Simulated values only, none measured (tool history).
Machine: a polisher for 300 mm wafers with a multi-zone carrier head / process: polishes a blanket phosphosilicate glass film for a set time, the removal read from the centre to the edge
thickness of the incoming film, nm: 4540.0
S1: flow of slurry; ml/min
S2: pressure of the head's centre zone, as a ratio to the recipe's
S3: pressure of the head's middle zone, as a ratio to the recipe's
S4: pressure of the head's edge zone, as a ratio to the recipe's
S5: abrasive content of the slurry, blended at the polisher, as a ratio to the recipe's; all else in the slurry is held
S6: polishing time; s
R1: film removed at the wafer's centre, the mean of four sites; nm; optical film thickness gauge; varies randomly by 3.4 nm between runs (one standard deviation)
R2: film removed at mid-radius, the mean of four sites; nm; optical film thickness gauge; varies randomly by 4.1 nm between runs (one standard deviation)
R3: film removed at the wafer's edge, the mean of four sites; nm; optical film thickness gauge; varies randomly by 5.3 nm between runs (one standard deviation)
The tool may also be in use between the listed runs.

run 1 hour=0.0 | S1=125 S2=1.00 S3=1.00 S4=1.00 S5=1.00 S6=41 | R1=358.63 R2=365.81 R3=361.40
run 2 hour=8.3 | S1=135 S2=0.99 S3=1.02 S4=1.03 S5=1.05 S6=41 | R1=366.86 R2=389.29 R3=381.34
run 3 hour=11.4 | S1=135 S2=0.99 S3=1.10 S4=1.03 S5=1.05 S6=41 | R1=370.52 R2=407.99 R3=371.45
run 4 hour=20.3 | S1=145 S2=0.98 S3=1.10 S4=1.05 S5=1.10 S6=41 | R1=382.50 R2=423.18 R3=404.40
run 5 hour=26.4 | S1=145 S2=1.04 S3=1.10 S4=1.05 S5=1.10 S6=41 | R1=397.86 R2=417.45 R3=396.08
run 6 hour=34.6 | S1=150 S2=1.02 S3=1.11 S4=1.06 S5=1.10 S6=41 | R1=392.54 R2=423.95 R3=403.90

What does the tool deliver on the next run?
run 7 hour=43.6 | S1=155 S2=1.01 S3=1.12 S4=1.07 S5=1.10 S6=41 | R1=? R2=? R3=?

{"run 7": {"R1": 403.06, "R2": 433.8, "R3": 406.62}}
